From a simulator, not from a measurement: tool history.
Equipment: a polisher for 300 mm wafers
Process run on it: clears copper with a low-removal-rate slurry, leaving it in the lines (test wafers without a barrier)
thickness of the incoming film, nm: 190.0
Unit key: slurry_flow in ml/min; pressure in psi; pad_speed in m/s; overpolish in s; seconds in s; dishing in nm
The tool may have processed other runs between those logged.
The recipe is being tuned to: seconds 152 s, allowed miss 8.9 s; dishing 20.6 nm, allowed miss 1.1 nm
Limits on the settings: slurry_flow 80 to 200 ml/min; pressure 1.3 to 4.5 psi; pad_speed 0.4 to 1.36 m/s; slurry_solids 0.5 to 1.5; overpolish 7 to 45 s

run	hour	slurry_flow	pressure	pad_speed	slurry_solids	overpolish	seconds	dishing
1	0	130	2.9	0.88	1	23	90.764	37.804
2	6.9	130	2.9	0.88	1	14	90.754	24.025
3	9	130	2.9	0.88	1	19	91.035	31.994
4	10.2	130	2.8	0.88	1	19	89.791	30.843
5	15.2	130	2.6	0.86	1	19	101.26	28.336
6	18.2	145	2.6	0.86	1	19	97.697	29.333
7	24.7	140	2.5	0.86	1	19	107.86	27.938
8	26.3	140	2.4	0.86	1	19	111.1	26.664
9	32.1	140	2.3	0.86	1	19	115.06	25.426
10	38.4	135	2.2	0.86	1	19	122.04	24.463
11	40.5	130	2.2	0.86	1	19	123.12	24.095
# hour 47.9: worn pad replaced by a new one
12	47.9	125	2.2	0.86	1	19	108.62	26.116
13	54.1	125	2.2	0.86	1	19	111.5	26.705
14	58.6	130	2.2	0.86	1	19	110.36	27.167
15	61.5	130	2.2	0.86	1	19	109.18	26.822
16	67.4	115	1.4	0.84	1	20	174.08	17.439

Exactly one of the 5 candidate moves below puts every result within its allowed miss. Which one?
A	73.3	135	1.5	0.76	0.8	20	?	?
B	73.3	140	2.5	0.7	0.6	16	?	?
C	73.3	185	2.1	0.62	0.95	20	?	?
D	73.3	95	2.3	0.5	1.1	20	?	?
E	73.3	130	1.9	0.58	1.15	21	?	?

move	seconds	dishing
A	184.52	16.616
B	130.66	18.909
C	148.73	20.498
D	182.33	17.03
E	176.26	18.278
A: lands further from the targets than the last run did
B: gains on the last run, yet a result remains outside its allowed miss
C: in spec on every target
D: lands further from the targets than the last run did
E: gains on the last run, yet a result remains outside its allowed miss
C meets every target.

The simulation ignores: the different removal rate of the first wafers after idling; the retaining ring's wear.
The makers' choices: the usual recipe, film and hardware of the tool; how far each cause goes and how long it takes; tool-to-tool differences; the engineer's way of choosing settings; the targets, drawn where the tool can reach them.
